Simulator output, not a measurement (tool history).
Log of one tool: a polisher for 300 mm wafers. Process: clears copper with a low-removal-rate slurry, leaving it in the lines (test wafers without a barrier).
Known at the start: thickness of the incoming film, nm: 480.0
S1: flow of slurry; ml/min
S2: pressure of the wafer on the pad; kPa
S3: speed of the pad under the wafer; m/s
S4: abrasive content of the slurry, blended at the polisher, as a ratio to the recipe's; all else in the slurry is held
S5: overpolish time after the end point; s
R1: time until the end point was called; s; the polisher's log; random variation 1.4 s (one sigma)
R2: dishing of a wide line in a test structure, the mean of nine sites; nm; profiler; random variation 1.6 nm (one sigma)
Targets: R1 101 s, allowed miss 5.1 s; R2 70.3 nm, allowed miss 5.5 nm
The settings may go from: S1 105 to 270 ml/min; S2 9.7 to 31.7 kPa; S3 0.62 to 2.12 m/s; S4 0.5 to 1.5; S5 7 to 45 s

| run | hour | S1 | S2 | S3 | S4 | S5 | R1 | R2 |
|---|---|---|---|---|---|---|---|---|
| 1 | 0 | 175 | 20.7 | 1.36 | 1 | 23 | 131.39 | 44.31 |
| 2 | 6.1 | 175 | 20.7 | 1.52 | 1 | 23 | 115.53 | 48.611 |
| 3 | 11.1 | 175 | 20.7 | 1.52 | 0.85 | 23 | 125.34 | 46.445 |
| 4 | 13.1 | 175 | 22.1 | 1.52 | 0.85 | 25 | 112.73 | 53.397 |
| 5 | 18.4 | 175 | 22.1 | 1.52 | 0.85 | 21 | 113.15 | 44.967 |
| 6 | 20.1 | 175 | 22.8 | 1.52 | 0.85 | 24 | 112.12 | 51.673 |
| 7 | 23.7 | 175 | 23.4 | 1.52 | 0.85 | 26 | 106.07 | 56.034 |
| 8 | 31.8 | 175 | 23.4 | 1.52 | 0.85 | 28 | 108.38 | 58.295 |

Which of these 4 next moves meets every target?
| A | 39.9 | 205 | 22.8 | 1.5 | 0.85 | 24 | ? | ? |
| B | 39.9 | 175 | 23.4 | 1.64 | 0.85 | 36 | ? | ? |
| C | 39.9 | 140 | 28.3 | 1.44 | 0.8 | 20 | ? | ? |
| D | 39.9 | 195 | 24.8 | 1.28 | 0.75 | 25 | ? | ? |

| move | R1 | R2 |
|---|---|---|
| A | 110.83 | 50.991 |
| B | 100.58 | 68.794 |
| C | 99.379 | 49.082 |
| D | 123.05 | 49.075 |
A: further off than the last run
B: meets every target
C: further off than the last run
D: further off than the last run
The right move is B.

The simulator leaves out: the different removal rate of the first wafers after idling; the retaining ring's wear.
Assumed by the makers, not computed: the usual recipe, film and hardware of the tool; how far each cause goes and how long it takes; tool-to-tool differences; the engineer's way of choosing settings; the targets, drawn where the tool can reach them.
